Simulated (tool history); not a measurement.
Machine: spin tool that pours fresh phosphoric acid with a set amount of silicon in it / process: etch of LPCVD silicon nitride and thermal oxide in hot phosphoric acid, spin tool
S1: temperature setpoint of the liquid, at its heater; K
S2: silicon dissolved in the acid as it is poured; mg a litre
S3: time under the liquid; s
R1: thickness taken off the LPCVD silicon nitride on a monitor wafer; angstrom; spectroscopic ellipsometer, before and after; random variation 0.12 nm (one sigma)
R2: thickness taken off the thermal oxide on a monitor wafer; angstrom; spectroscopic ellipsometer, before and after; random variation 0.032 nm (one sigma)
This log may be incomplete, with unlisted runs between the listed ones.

run,day,S1,S2,S3,R1,R2
1,0.000,436.15,13.5,180,155.99,4.1002
2,0.225,437.15,13.5,190,171.48,4.4264
3,0.596,438.15,12.0,195,181.78,5.2191
4,0.683,438.15,12.0,135,125.18,3.5367
5,0.967,438.15,12.0,170,158.06,4.4693
6,1.267,437.15,12.0,170,151.89,4.0423
7,1.325,437.65,12.0,180,164.31,4.4722
8,1.362,438.15,11.5,190,176.99,5.2085
9,1.671,438.65,12.5,195,183.48,5.2467
10,1.996,439.15,12.5,200,191.82,6.2810

What does the tool deliver on the next run?
11,2.325,440.15,21.5,225,?,?

Run 11 came out at R1 225.46 angstrom, R2 5.0515 angstrom.

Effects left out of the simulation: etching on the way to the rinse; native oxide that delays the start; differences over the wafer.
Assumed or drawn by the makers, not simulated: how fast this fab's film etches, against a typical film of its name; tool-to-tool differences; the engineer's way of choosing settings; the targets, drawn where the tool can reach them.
